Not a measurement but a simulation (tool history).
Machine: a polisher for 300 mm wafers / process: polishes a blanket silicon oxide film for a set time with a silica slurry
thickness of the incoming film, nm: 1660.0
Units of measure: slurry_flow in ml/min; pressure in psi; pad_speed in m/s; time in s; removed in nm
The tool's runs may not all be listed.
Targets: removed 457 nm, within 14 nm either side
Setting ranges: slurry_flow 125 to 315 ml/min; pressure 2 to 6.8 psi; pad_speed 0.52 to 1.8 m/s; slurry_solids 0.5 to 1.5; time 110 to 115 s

run  hour  slurry_flow  pressure  pad_speed  slurry_solids  time  removed
  1     0          205       4.4       1.16              1   110   312.67
  2     6          205       4.4       1.16           0.85   110   292.06
  3  10.4          205         4       1.16           0.85   110   266.79
  4  19.2          210       4.7       1.16           0.85   110   307.32
  5  27.9          230       4.7       1.16           0.85   110   319.74
  6  35.2          230       4.7       1.42           0.85   110   374.86
  7  36.6          240       4.9       1.42           0.85   110   394.58
  8    38          245       5.1       1.42           0.85   110   409.79
  9  43.5          250       5.2       1.42           0.85   110   424.59
 10  47.4          255       5.3       1.42           0.85   110   428.09
 11  51.4          255       5.4       1.42           0.85   110   436.48
     54.4  -- slurry nozzle cleaned
 12  54.4          255       5.5       1.42           0.85   110   475.95

Which one of the following 4 next-run settings gets every result inside its allowed miss? There is exactly one.
  A  57.4          255       5.3       1.44              1   111        ?
  B  57.4          230         6       1.44           0.75   112        ?
  C  57.4          245       5.4       1.56           0.85   110        ?
  D  57.4          250       5.2       1.44           0.75   115        ?

move  removed
   A   492.43
   B   503.48
   C   499.74
   D   454.01
A: further off than the last run
B: further off than the last run
C: further off than the last run
D: in spec on every target
Move D is the one to make.

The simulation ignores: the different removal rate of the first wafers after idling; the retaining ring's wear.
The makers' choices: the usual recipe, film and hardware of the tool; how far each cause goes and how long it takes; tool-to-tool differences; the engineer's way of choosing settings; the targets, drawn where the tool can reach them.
